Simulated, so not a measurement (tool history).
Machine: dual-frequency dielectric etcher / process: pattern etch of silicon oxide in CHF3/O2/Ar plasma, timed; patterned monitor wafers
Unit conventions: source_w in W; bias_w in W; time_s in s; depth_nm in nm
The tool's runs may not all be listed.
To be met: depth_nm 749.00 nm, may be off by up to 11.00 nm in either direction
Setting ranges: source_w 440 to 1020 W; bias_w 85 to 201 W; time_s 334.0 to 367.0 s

| run | day | source_w | bias_w | time_s | depth_nm |
|---|---|---|---|---|---|
| 1 | 0.000 | 730 | 143 | 367.0 | 655.78 |
| 2 | 0.338 | 730 | 143 | 334.0 | 598.28 |
| 3 | 0.446 | 730 | 165 | 334.0 | 629.45 |
| 4 | 0.575 | 730 | 190 | 334.0 | 657.85 |
|  | 0.767 | wet clean of the chamber |
| 5 | 0.767 | 730 | 190 | 334.0 | 687.92 |
| 6 | 0.858 | 750 | 190 | 334.0 | 697.64 |
| 7 | 0.900 | 760 | 190 | 334.0 | 703.12 |
| 8 | 1.267 | 770 | 190 | 334.0 | 707.24 |

Which one of the following 5 next-run settings gets every result inside its allowed miss? There is exactly one.
| A | 1.633 | 700 | 170 | 334.0 | ? |
| B | 1.633 | 830 | 188 | 342.0 | ? |
| C | 1.633 | 750 | 201 | 364.0 | ? |
| D | 1.633 | 830 | 147 | 359.5 | ? |
| E | 1.633 | 780 | 182 | 347.0 | ? |

| move | depth_nm |
|---|---|
| A | 649.00 |
| B | 749.27 |
| C | 776.86 |
| D | 724.08 |
| E | 729.12 |
A: moves away from the targets compared with the last run
B: meets every target
C: takes the result that was furthest off past its target
D: closer than the last run, but not yet in spec
E: closer than the last run, but not yet in spec
Correct choice: B, which meets every target
